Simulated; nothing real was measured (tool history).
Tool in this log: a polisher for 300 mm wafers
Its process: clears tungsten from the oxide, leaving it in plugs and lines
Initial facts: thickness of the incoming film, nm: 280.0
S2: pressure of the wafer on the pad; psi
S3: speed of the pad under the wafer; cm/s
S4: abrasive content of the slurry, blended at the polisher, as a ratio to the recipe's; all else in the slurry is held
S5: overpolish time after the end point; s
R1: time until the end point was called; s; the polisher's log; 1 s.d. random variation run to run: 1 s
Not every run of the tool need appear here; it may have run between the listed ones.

run 1 hour=0.0 | flow_of_slurry_(ml/min)=155 S2=2.6 S3=130 S4=1.0 S5=11 | R1=57.895
run 2 hour=4.9 | flow_of_slurry_(ml/min)=155 S2=2.5 S3=130 S4=1.0 S5=11 | R1=60.654
run 3 hour=7.8 | flow_of_slurry_(ml/min)=175 S2=2.5 S3=130 S4=1.0 S5=11 | R1=58.888
run 4 hour=10.9 | flow_of_slurry_(ml/min)=145 S2=2.5 S3=130 S4=1.0 S5=11 | R1=59.978
run 5 hour=12.7 | flow_of_slurry_(ml/min)=145 S2=2.2 S3=130 S4=1.0 S5=11 | R1=68.133
run 6 hour=16.2 | flow_of_slurry_(ml/min)=145 S2=2.1 S3=130 S4=1.0 S5=11 | R1=70.485
run 7 hour=23.5 | flow_of_slurry_(ml/min)=145 S2=2.0 S3=130 S4=1.0 S5=11 | R1=72.535

What will run 8 give?
run 8 hour=30.9 | flow_of_slurry_(ml/min)=135 S2=1.4 S3=128 S4=1.0 S5=11 | R1=?

{"run 8": {"R1": 97.864}}
